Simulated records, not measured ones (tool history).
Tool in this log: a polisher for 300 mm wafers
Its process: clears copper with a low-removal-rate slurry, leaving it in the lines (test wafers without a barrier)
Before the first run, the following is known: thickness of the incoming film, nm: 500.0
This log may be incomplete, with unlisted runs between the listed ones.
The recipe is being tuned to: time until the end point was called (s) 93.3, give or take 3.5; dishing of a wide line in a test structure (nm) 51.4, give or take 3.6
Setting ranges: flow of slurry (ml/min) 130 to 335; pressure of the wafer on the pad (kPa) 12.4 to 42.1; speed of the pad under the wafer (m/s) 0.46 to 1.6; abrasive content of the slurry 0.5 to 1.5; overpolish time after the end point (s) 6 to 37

run  hour  flow of slurry (ml/min)  pressure of the wafer on the pad (kPa)  speed of the pad under the wafer (m/s)  abrasive content of the slurry  overpolish time after the end point (s)  time until the end point was called (s)  dishing of a wide line in a test structure (nm)
  1     0                      215                                    26.9                                    1.02                               1                                       19                                   144.97                                           37.369
  2   1.5                      215                                    26.9                                    1.02                             0.9                                       19                                   152.63                                           37.135
  3   9.4                      215                                    30.3                                    1.02                             0.9                                       19                                   132.93                                           39.764
  4  14.3                      190                                    30.3                                    1.02                             0.9                                       19                                   137.93                                           40.161
  5    16                      210                                    33.1                                    1.02                             0.9                                       19                                   123.72                                           41.105
  6  21.8                      215                                    35.2                                    1.02                             0.9                                       20                                    117.4                                             45.6
  7  23.8                      215                                    35.2                                    1.02                             0.9                                       20                                    119.7                                           45.724
  8  28.7                      225                                    42.1                                    1.04                             0.9                                       18                                   97.709                                           49.359

Of the 5 settings listed for the next run, only one would bring every result within its allowed miss of target. Which one?
  A  33.6                      210                                    40.7                                    1.02                               1                                       21                                        ?                                                ?
  B  33.6                      160                                    42.1                                    1.14                            0.55                                       20                                        ?                                                ?
  C  33.6                      205                                    42.1                                    1.12                             0.8                                       19                                        ?                                                ?
  D  33.6                      195                                    37.2                                    1.12                             0.9                                       22                                        ?                                                ?
  E  33.6                      225                                    39.3                                    1.04                             0.9                                       17                                        ?                                                ?

move  time until the end point was called (s)  dishing of a wide line in a test structure (nm)
   A                                   99.706                                           51.025
   B                                   106.48                                           47.652
   C                                   93.935                                           49.874
   D                                   102.49                                           51.405
   E                                   102.81                                           43.791
A: moves away from the targets compared with the last run
B: moves away from the targets compared with the last run
C: every result within its allowed miss
D: moves away from the targets compared with the last run
E: moves away from the targets compared with the last run
C meets every target.
